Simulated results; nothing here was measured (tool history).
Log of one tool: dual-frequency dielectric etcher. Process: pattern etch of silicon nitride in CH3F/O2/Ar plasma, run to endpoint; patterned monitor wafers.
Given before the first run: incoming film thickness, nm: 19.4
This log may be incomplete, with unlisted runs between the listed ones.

run 1 day=0.000 | source_power_(kW)=0.500 bias_power_(kW)=0.083 | endpoint_time_(s)=21.829
run 2 day=0.217 | source_power_(kW)=0.450 bias_power_(kW)=0.083 | endpoint_time_(s)=22.719
run 3 day=0.267 | source_power_(kW)=0.480 bias_power_(kW)=0.085 | endpoint_time_(s)=22.154
run 4 day=0.471 | source_power_(kW)=0.560 bias_power_(kW)=0.085 | endpoint_time_(s)=20.432
run 5 day=0.558 | source_power_(kW)=0.580 bias_power_(kW)=0.085 | endpoint_time_(s)=20.484
run 6 day=0.608 | source_power_(kW)=0.600 bias_power_(kW)=0.087 | endpoint_time_(s)=19.869
run 7 day=0.754 | source_power_(kW)=0.610 bias_power_(kW)=0.088 | endpoint_time_(s)=19.631

What does the tool deliver on the next run?
run 8 day=1.067 | source_power_(kW)=0.620 bias_power_(kW)=0.089 | endpoint_time_(s)=?

Run 8 gave endpoint time (s) 19.387.

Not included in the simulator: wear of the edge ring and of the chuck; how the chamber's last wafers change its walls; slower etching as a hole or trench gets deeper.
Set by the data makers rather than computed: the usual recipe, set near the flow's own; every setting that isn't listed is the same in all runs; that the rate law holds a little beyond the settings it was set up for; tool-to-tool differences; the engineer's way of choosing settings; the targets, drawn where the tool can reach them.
